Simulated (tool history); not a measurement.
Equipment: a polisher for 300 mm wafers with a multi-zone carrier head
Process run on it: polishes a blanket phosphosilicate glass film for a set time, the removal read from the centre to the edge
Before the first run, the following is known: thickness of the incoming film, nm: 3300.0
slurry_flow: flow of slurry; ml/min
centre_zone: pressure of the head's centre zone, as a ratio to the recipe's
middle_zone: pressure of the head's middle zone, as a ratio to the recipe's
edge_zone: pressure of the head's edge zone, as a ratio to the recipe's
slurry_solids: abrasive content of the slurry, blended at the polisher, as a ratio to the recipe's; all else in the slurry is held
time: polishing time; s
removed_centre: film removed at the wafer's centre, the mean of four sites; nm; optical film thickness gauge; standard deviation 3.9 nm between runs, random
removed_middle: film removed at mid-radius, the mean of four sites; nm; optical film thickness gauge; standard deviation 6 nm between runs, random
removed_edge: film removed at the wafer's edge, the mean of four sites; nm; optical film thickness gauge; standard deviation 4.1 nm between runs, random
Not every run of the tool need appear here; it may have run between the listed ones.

run	hour	slurry_flow	centre_zone	middle_zone	edge_zone	slurry_solids	time	removed_centre	removed_middle	removed_edge
1	0.0	315	1.00	1.00	1.00	1.00	74	991.68	1000.60	988.54
2	2.2	305	0.98	0.95	0.99	0.85	65	759.88	734.82	770.37
3	9.1	230	0.98	0.95	0.99	0.85	65	728.32	711.45	760.44
4	13.7	235	0.96	0.92	0.96	0.75	62	610.77	600.74	640.85
5	15.7	235	0.96	0.92	0.96	0.55	62	413.26	398.41	434.97
6	18.7	195	0.96	0.92	0.96	0.55	62	399.43	389.33	419.16
7	22.7	285	0.97	0.92	1.04	0.60	62	490.66	480.42	527.32
8	26.8	265	0.97	0.90	1.02	0.60	62	485.95	459.48	514.00

Run 9 has not been measured yet. What should we expect?
9	35.6	250	0.96	0.89	1.01	0.60	62	?	?	?

removed_centre: 472.10 nm
removed_middle: 449.11 nm
removed_edge: 505.80 nm
